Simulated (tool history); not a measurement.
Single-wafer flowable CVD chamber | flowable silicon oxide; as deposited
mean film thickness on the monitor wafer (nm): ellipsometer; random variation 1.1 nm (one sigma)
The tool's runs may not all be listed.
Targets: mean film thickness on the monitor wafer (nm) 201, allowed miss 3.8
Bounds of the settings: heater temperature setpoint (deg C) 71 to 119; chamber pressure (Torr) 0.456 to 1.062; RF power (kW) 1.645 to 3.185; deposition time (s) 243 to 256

| run | hour | heater temperature setpoint (deg C) | chamber pressure (Torr) | RF power (kW) | deposition time (s) | mean film thickness on the monitor wafer (nm) |
|---|---|---|---|---|---|---|
| 1 | 0 | 95 | 0.759 | 2.415 | 256 | 167.2 |
| 2 | 2.2 | 104 | 0.759 | 2.415 | 256 | 127.77 |
| 3 | 8.8 | 101 | 0.759 | 2.415 | 256 | 140.51 |
| 4 | 14.3 | 98 | 0.759 | 2.415 | 256 | 152.13 |
| 5 | 22.2 | 98 | 0.759 | 2.415 | 243 | 145.78 |
| 6 | 28.4 | 93 | 0.759 | 2.415 | 243 | 167.1 |
| 7 | 29.1 | 92 | 0.759 | 2.415 | 243 | 174.33 |
| 8 | 30.7 | 91 | 0.759 | 2.415 | 243 | 176.97 |
| 9 | 31.5 | 90 | 0.759 | 2.415 | 243 | 184.62 |
| 10 | 38.6 | 89 | 0.759 | 2.415 | 243 | 189 |

5 next moves are on the table. One of them brings every result within its allowed miss. Which?
| A | 45.7 | 95 | 0.8 | 2.655 | 256 | ? |
| B | 45.7 | 91 | 0.886 | 2.03 | 256 | ? |
| C | 45.7 | 92 | 0.726 | 2.555 | 253 | ? |
| D | 45.7 | 89 | 0.797 | 2.38 | 248 | ? |
| E | 45.7 | 93 | 0.807 | 2.58 | 243 | ? |

| move | mean film thickness on the monitor wafer (nm) |
|---|---|
| A | 178.06 |
| B | 211.3 |
| C | 174.17 |
| D | 201.86 |
| E | 180.27 |
A: further off than the last run
B: takes the result that was furthest off past its target
C: further off than the last run
D: meets every target
E: further off than the last run
The right move is D.
